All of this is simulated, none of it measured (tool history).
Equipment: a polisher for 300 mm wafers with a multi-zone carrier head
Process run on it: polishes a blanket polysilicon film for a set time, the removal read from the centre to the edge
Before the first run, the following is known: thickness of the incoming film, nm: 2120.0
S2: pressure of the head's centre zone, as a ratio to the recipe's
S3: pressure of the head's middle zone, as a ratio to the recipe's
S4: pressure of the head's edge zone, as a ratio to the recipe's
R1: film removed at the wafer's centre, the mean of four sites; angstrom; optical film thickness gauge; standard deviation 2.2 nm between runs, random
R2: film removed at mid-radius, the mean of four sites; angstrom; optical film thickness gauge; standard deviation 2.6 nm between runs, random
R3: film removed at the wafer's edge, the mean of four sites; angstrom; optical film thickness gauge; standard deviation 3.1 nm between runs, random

{"run": 1, "hour": 0.0, "flow of slurry (ml/min)": 245, "S2": 1.0, "S3": 1.0, "S4": 1.0, "polishing time (s)": 42, "R1": 3681.6, "R2": 3862.0, "R3": 3789.4}
{"run": 2, "hour": 1.6, "flow of slurry (ml/min)": 245, "S2": 1.0, "S3": 0.96, "S4": 1.0, "polishing time (s)": 42, "R1": 3647.0, "R2": 3706.6, "R3": 3780.8}
{"run": 3, "hour": 6.4, "flow of slurry (ml/min)": 245, "S2": 1.0, "S3": 0.9, "S4": 1.0, "polishing time (s)": 42, "R1": 3679.8, "R2": 3551.7, "R3": 3810.0}
{"run": 4, "hour": 14.7, "flow of slurry (ml/min)": 245, "S2": 1.0, "S3": 0.9, "S4": 1.0, "polishing time (s)": 34, "R1": 2986.8, "R2": 2839.1, "R3": 3075.2}
{"run": 5, "hour": 23.5, "flow of slurry (ml/min)": 240, "S2": 0.97, "S3": 0.89, "S4": 0.98, "polishing time (s)": 34, "R1": 2885.6, "R2": 2807.7, "R3": 3017.1}
{"run": 6, "hour": 26.0, "flow of slurry (ml/min)": 240, "S2": 0.97, "S3": 0.89, "S4": 0.91, "polishing time (s)": 34, "R1": 2862.9, "R2": 2779.6, "R3": 3018.7}

What does the tool deliver on the next run?
{"run": 7, "hour": 30.5, "flow of slurry (ml/min)": 235, "S2": 0.94, "S3": 0.89, "S4": 0.91, "polishing time (s)": 33, "R1": "?", "R2": "?", "R3": "?"}

{"run 7": {"R1": 2716.6, "R2": 2693.5, "R3": 2901.0}}
